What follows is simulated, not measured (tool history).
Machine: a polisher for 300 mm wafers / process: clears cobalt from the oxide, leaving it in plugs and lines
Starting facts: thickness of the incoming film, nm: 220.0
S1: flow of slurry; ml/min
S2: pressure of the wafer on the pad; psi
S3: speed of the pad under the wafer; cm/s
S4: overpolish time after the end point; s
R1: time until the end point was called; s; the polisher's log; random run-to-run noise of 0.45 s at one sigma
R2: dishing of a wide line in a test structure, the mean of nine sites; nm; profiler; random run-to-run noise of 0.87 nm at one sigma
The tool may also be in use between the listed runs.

run  hour   S1   S2   S3  S4      R1      R2
  1     0  210  2.4  114  10  30.356  46.165
  2   2.8  210  2.4  114   7   30.21  36.713
  3  10.1  210  2.4  114  10  29.831  44.841
  4  12.4  210  2.3  114  11  31.753  45.788
  5  17.7  210  2.3  114  12  31.364   47.86
  6  19.8  210  2.3  114  13  30.922  49.682
  7  23.5  210  2.2  114  14  32.843  52.257

Run 8 has not been measured yet. What should we expect?
  8  29.4  205  1.9  114  15   ?   ?

R1: 36.756 s
R2: 50.799 nm
